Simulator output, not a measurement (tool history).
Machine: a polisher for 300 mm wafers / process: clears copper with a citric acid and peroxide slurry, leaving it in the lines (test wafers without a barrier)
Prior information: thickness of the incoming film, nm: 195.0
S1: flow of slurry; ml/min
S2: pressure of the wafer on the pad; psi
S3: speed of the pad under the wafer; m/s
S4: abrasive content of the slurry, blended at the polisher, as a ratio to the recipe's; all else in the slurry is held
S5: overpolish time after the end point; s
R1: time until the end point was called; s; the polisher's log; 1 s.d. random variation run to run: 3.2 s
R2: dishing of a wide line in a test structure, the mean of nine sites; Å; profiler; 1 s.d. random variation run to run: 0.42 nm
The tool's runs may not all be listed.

run    day   S1   S2    S3   S4  S5      R1      R2
  1  0.000  130  2.0  1.02  1.0  27  121.70  286.90
  2  0.200  130  1.8  1.02  1.0  27  135.09  270.84
  3  0.346  150  1.8  1.02  1.0  27  132.54  285.21
  4  0.483  145  1.7  1.02  1.0  27  137.24  263.71
  5  0.525  140  1.6  1.02  1.0  28  143.52  269.59
  6  0.812  140  1.5  1.02  1.0  27  154.81  241.63
     0.929  -- head pressure recalibrated
  7  0.929  135  1.4  1.02  1.0  27  150.97  246.34

Run 8 has not been measured yet. What should we expect?
  8  1.058  135  1.3  1.00  1.0  27   ?   ?

{"run 8": {"R1": 159.08, "R2": 228.75}}

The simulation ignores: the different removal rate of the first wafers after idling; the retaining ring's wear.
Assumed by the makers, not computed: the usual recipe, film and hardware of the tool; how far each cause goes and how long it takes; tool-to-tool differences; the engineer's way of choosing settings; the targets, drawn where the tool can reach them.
